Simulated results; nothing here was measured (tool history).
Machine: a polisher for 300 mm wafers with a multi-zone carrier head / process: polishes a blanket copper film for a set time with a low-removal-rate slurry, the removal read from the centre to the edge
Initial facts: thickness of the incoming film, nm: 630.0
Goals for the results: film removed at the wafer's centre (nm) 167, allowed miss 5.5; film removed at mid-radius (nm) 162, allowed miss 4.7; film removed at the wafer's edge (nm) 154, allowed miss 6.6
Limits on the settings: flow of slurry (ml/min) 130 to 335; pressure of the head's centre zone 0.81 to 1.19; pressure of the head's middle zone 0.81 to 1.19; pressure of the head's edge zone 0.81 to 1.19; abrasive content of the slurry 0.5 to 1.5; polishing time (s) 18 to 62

run    day  flow of slurry (ml/min)  pressure of the head's centre zone  pressure of the head's middle zone  pressure of the head's edge zone  abrasive content of the slurry  polishing time (s)  film removed at the wafer's centre (nm)  film removed at mid-radius (nm)  film removed at the wafer's edge (nm)
  1      0                      215                                   1                                   1                                 1                               1                  40                                   100.19                            100.8                                 97.772
  2  0.154                      215                                0.92                                   1                                 1                               1                  40                                   91.924                           100.62                                 98.473
  3  0.275                      215                                0.92                                   1                              1.06                               1                  40                                   93.976                           100.97                                 102.08
  4  0.396                      215                                0.92                                   1                              1.06                               1                  35                                   80.054                           88.415                                 89.536
  5  0.679                      215                                0.97                                   1                              1.06                               1                  35                                   84.262                           87.924                                  86.28
  6  0.808                      220                                0.98                                1.01                              1.06                            1.05                  37                                    92.77                           95.831                                 93.506
  7  1.179                      225                                0.98                                1.01                              1.07                             1.1                  38                                   97.431                           98.778                                 97.927
  8  1.242                      230                                0.98                                1.02                              1.08                            1.15                  39                                     99.4                            103.2                                 102.83
  9  1.538                      235                                0.99                                1.03                              1.09                             1.2                  40                                   103.58                           108.46                                 104.79
 10  1.779                      220                                1.07                                   1                              1.12                            1.45                  51                                   150.05                           140.11                                 145.55
 11  1.912                      220                                1.07                                   1                              1.12                            1.45                  51                                   149.65                           140.21                                  140.2
 12  2.175                      225                                1.07                                1.01                              1.13                            1.45                  51                                   152.29                           141.06                                 142.41
 13  2.496                      285                                1.08                                1.11                              1.17                             1.5                  51                                   156.57                           157.17                                  148.5

4 candidate next runs follow, results not yet known. Just one meets every target within its allowed miss. Identify it.
  A  2.817                      285                                1.15                                1.08                              1.16                            1.45                  51                                        ?                                ?                                      ?
  B  2.817                      300                                1.03                                1.17                              1.16                             1.5                  50                                        ?                                ?                                      ?
  C  2.817                      275                                1.12                                1.11                              1.16                             1.5                  52                                        ?                                ?                                      ?
  D  2.817                      310                                1.19                                1.09                              1.16                             1.5                  48                                        ?                                ?                                      ?

move  film removed at the wafer's centre (nm)  film removed at mid-radius (nm)  film removed at the wafer's edge (nm)
   A                                   165.37                           153.93                                 148.27
   B                                   147.05                           163.74                                  146.8
   C                                   164.78                            161.3                                 151.82
   D                                   163.72                           148.23                                 141.41
A: meets the target for the result that was furthest off, but another lies outside its allowed miss
B: moves away from the targets compared with the last run
C: in spec on every target
D: meets the target for the result that was furthest off, but another lies outside its allowed miss
Go with C: it meets all targets.
